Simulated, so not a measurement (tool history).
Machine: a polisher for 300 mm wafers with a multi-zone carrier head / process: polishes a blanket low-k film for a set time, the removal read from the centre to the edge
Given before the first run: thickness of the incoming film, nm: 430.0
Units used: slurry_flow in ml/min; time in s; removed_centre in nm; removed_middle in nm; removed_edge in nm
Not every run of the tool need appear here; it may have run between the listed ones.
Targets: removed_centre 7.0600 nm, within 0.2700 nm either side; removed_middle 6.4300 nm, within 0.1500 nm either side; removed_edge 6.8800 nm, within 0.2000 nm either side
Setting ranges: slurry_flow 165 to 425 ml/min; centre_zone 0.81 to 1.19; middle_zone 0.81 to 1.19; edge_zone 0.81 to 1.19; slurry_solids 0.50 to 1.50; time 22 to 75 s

Run 1, hour 0.0: slurry_flow 275 ml/min, centre_zone 1.00, middle_zone 1.00, edge_zone 1.00, slurry_solids 1.00, time 48 s. Result: removed_centre 9.3347 nm, removed_middle 9.5813 nm, removed_edge 9.5979 nm.
Run 2, hour 7.0: slurry_flow 270 ml/min, centre_zone 1.00, middle_zone 0.98, edge_zone 0.98, slurry_solids 0.95, time 48 s. Result: removed_centre 9.1481 nm, removed_middle 9.3710 nm, removed_edge 9.3379 nm.
Run 3, hour 11.6: slurry_flow 270 ml/min, centre_zone 1.00, middle_zone 0.93, edge_zone 0.98, slurry_solids 0.95, time 48 s. Result: removed_centre 9.0370 nm, removed_middle 9.0174 nm, removed_edge 9.2375 nm.
Run 4, hour 20.1: slurry_flow 265 ml/min, centre_zone 1.01, middle_zone 0.91, edge_zone 0.98, slurry_solids 0.90, time 48 s. Result: removed_centre 8.9658 nm, removed_middle 8.8269 nm, removed_edge 9.2011 nm.
Run 5, hour 28.4: slurry_flow 265 ml/min, centre_zone 1.01, middle_zone 0.91, edge_zone 0.98, slurry_solids 0.70, time 48 s. Result: removed_centre 8.5375 nm, removed_middle 8.1758 nm, removed_edge 8.4366 nm.
Run 6, hour 33.6: slurry_flow 265 ml/min, centre_zone 1.01, middle_zone 0.91, edge_zone 0.98, slurry_solids 0.50, time 48 s. Result: removed_centre 7.7994 nm, removed_middle 7.3166 nm, removed_edge 7.8873 nm.
Run 7, hour 37.6: slurry_flow 260 ml/min, centre_zone 1.01, middle_zone 0.90, edge_zone 0.97, slurry_solids 0.50, time 47 s. Result: removed_centre 7.4384 nm, removed_middle 7.1218 nm, removed_edge 7.5493 nm.
Run 8, hour 43.7: slurry_flow 255 ml/min, centre_zone 1.01, middle_zone 0.89, edge_zone 0.96, slurry_solids 0.50, time 47 s. Result: removed_centre 7.4067 nm, removed_middle 6.9780 nm, removed_edge 7.4965 nm.
Run 9, hour 48.3: slurry_flow 250 ml/min, centre_zone 1.01, middle_zone 0.88, edge_zone 0.95, slurry_solids 0.50, time 47 s. Result: removed_centre 7.4090 nm, removed_middle 6.9149 nm, removed_edge 7.5401 nm.
Run 10, hour 55.7: slurry_flow 250 ml/min, centre_zone 1.01, middle_zone 0.88, edge_zone 0.94, slurry_solids 0.50, time 47 s. Result: removed_centre 7.3516 nm, removed_middle 6.9987 nm, removed_edge 7.4565 nm.
Run 11, hour 59.5: slurry_flow 245 ml/min, centre_zone 1.02, middle_zone 0.87, edge_zone 0.93, slurry_solids 0.50, time 47 s. Result: removed_centre 7.6246 nm, removed_middle 6.8446 nm, removed_edge 7.3786 nm.
Run 12, hour 66.9: slurry_flow 240 ml/min, centre_zone 1.01, middle_zone 0.87, edge_zone 0.92, slurry_solids 0.50, time 47 s. Result: removed_centre 7.4466 nm, removed_middle 6.9749 nm, removed_edge 7.3098 nm.
Run 13, hour 74.1: slurry_flow 235 ml/min, centre_zone 1.01, middle_zone 0.86, edge_zone 0.92, slurry_solids 0.50, time 47 s. Result: removed_centre 7.4495 nm, removed_middle 6.7761 nm, removed_edge 7.2563 nm.
Run 14, hour 75.9: slurry_flow 235 ml/min, centre_zone 1.01, middle_zone 0.86, edge_zone 0.92, slurry_solids 0.50, time 47 s. Result: removed_centre 7.3511 nm, removed_middle 6.7862 nm, removed_edge 7.4377 nm.

4 next moves are on the table. One of them brings every result within its allowed miss. Which?
Run A, hour 77.7: slurry_flow 285 ml/min, centre_zone 0.87, middle_zone 0.88, edge_zone 0.90, slurry_solids 0.50, time 50 s. Result: removed_centre ?, removed_middle ?, removed_edge ?.
Run B, hour 77.7: slurry_flow 170 ml/min, centre_zone 0.99, middle_zone 0.86, edge_zone 0.94, slurry_solids 0.50, time 48 s. Result: removed_centre ?, removed_middle ?, removed_edge ?.
Run C, hour 77.7: slurry_flow 205 ml/min, centre_zone 0.95, middle_zone 0.84, edge_zone 1.05, slurry_solids 0.50, time 50 s. Result: removed_centre ?, removed_middle ?, removed_edge ?.
Run D, hour 77.7: slurry_flow 195 ml/min, centre_zone 1.10, middle_zone 0.93, edge_zone 1.02, slurry_solids 0.60, time 41 s. Result: removed_centre ?, removed_middle ?, removed_edge ?.

move  removed_centre  removed_middle  removed_edge
   A          7.1753          7.6860        7.8909
   B          6.9897          6.7149        7.3116
   C          7.2955          7.0978        8.2131
   D          7.0313          6.5277        6.9458
A: further off than the last run
B: nearer the targets than the last run, but a result is still out of spec
C: further off than the last run
D: all results land within tolerance of their targets
D is the move that brings every result within its allowed miss.
